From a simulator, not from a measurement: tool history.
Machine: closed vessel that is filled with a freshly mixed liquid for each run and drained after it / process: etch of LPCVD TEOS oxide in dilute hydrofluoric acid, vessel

| run | hour | temperature setpoint of the liquid (K) | parts of water to one part of 49 % hydrofluoric acid (parts by volume) | time in the liquid (s) | thickness taken off the LPCVD TEOS oxide on a monitor wafer (angstrom) |
|---|---|---|---|---|---|
| 1 | 0.0 | 293.15 | 290 | 30 | 10.4840 |
| 2 | 4.8 | 292.65 | 295 | 30 | 9.9468 |
| 3 | 13.6 | 295.65 | 295 | 30 | 11.2870 |
| 4 | 17.2 | 295.65 | 355 | 30 | 8.7576 |
|  | 25.1 | hydrofluoric acid flow meter replaced |
| 5 | 25.1 | 294.65 | 355 | 30 | 9.1536 |
| 6 | 33.0 | 294.65 | 420 | 30 | 7.2527 |
| 7 | 38.8 | 295.15 | 420 | 30 | 7.4279 |
| 8 | 46.6 | 295.65 | 420 | 30 | 7.5110 |
| 9 | 55.1 | 296.15 | 420 | 30 | 7.6878 |

Run 10, settings as shown, results not yet in. Your forecast:
| 10 | 60.8 | 296.65 | 420 | 30 | ? |

{"run 10": {"thickness taken off the LPCVD TEOS oxide on a monitor wafer (angstrom)": 7.7455}}

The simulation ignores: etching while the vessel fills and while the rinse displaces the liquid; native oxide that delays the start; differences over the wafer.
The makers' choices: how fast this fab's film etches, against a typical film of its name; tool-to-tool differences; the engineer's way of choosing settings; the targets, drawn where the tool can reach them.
